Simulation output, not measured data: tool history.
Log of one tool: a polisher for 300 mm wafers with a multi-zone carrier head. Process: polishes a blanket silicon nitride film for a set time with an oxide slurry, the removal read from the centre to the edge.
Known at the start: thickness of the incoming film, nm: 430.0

| run | day | flow of slurry (ml/min) | pressure of the head's centre zone | pressure of the head's middle zone | pressure of the head's edge zone | abrasive content of the slurry | polishing time (s) | film removed at the wafer's centre (nm) | film removed at mid-radius (nm) | film removed at the wafer's edge (nm) |
|---|---|---|---|---|---|---|---|---|---|---|
| 1 | 0 | 220 | 1 | 1 | 1 | 1 | 66 | 35.409 | 35.418 | 35.78 |
| 2 | 0.35 | 230 | 0.99 | 1.04 | 1.03 | 1.1 | 71 | 39.418 | 42.505 | 41.084 |
| 3 | 0.583 | 230 | 0.99 | 1.04 | 0.94 | 1.1 | 71 | 39.41 | 42.411 | 37.617 |
| 4 | 0.671 | 235 | 0.99 | 1.06 | 0.99 | 1.2 | 74 | 43.792 | 47.478 | 44.16 |
| 5 | 1.042 | 235 | 0.99 | 1.06 | 1.04 | 1.2 | 74 | 44.137 | 46.847 | 45.396 |
| 6 | 1.308 | 235 | 0.99 | 1.06 | 0.96 | 1.2 | 74 | 43.541 | 46.785 | 42.576 |
| 7 | 1.662 | 235 | 0.99 | 1.06 | 0.96 | 1.2 | 74 | 43.461 | 47.024 | 42.689 |
| 8 | 1.975 | 245 | 0.98 | 1.09 | 0.99 | 1.25 | 76 | 45.568 | 50.604 | 46.113 |
| 9 | 2.125 | 240 | 0.96 | 1.11 | 1 | 1.3 | 79 | 47.581 | 54.231 | 48.847 |
| 10 | 2.429 | 255 | 0.95 | 1.13 | 1.02 | 1.35 | 81 | 48.971 | 57.283 | 50.24 |
| 11 | 2.692 | 250 | 0.94 | 1.14 | 1.04 | 1.4 | 84 | 50.33 | 61.432 | 53.834 |
| 12 | 2.808 | 240 | 0.94 | 1.15 | 1.06 | 1.4 | 86 | 51.554 | 62.061 | 55.558 |
| 13 | 3.154 | 250 | 0.94 | 1.16 | 1.08 | 1.4 | 88 | 53.47 | 63.91 | 56.93 |
| 14 | 3.317 | 245 | 0.93 | 1.16 | 1.09 | 1.4 | 90 | 53.613 | 67.183 | 59.549 |
| 15 | 3.342 | 245 | 0.93 | 1.16 | 1.1 | 1.4 | 91 | 54.507 | 66.75 | 59.998 |
| 16 | 3.617 | 285 | 0.9 | 1.19 | 1.19 | 1.5 | 94 | 56.82 | 73.4 | 67.065 |
| 17 | 3.929 | 285 | 0.9 | 1.19 | 1.19 | 1.5 | 94 | 57.083 | 75.412 | 66.715 |
| 18 | 4.242 | 285 | 0.9 | 1.18 | 1.19 | 1.5 | 94 | 57.292 | 73.093 | 67.726 |
| 19 | 4.538 | 290 | 0.9 | 1.18 | 1.19 | 1.5 | 94 | 57.141 | 73.986 | 66.263 |

The next listed run, before its measurement:
| 20 | 4.808 | 285 | 0.9 | 1.18 | 1.19 | 1.5 | 94 | ? | ? | ? |

film removed at the wafer's centre (nm): 57.266
film removed at mid-radius (nm): 73.822
film removed at the wafer's edge (nm): 68.884
